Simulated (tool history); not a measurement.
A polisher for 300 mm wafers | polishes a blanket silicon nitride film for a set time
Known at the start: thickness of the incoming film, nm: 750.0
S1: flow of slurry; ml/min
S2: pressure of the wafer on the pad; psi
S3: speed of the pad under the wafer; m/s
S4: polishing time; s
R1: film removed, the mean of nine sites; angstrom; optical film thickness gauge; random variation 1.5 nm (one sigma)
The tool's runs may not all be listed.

{"run": 1, "hour": 0.0, "S1": 205, "S2": 4.9, "S3": 1.06, "S4": 84, "R1": 1950.4}
{"run": 2, "hour": 4.6, "S1": 205, "S2": 4.9, "S3": 1.26, "S4": 84, "R1": 2234.3}
{"run": 3, "hour": 11.2, "S1": 205, "S2": 4.9, "S3": 1.5, "S4": 84, "R1": 2577.6}
{"run": 4, "hour": 18.8, "S1": 195, "S2": 4.8, "S3": 1.5, "S4": 84, "R1": 2499.0}
{"run": 5, "hour": 27.5, "S1": 195, "S2": 4.8, "S3": 1.5, "S4": 84, "R1": 2517.7}
{"run": 6, "hour": 34.8, "S1": 190, "S2": 4.8, "S3": 1.5, "S4": 84, "R1": 2498.9}

Forecast run 7:
{"run": 7, "hour": 43.2, "S1": 185, "S2": 4.8, "S3": 1.5, "S4": 84, "R1": "?"}

{"run 7": {"R1": 2481.2}}

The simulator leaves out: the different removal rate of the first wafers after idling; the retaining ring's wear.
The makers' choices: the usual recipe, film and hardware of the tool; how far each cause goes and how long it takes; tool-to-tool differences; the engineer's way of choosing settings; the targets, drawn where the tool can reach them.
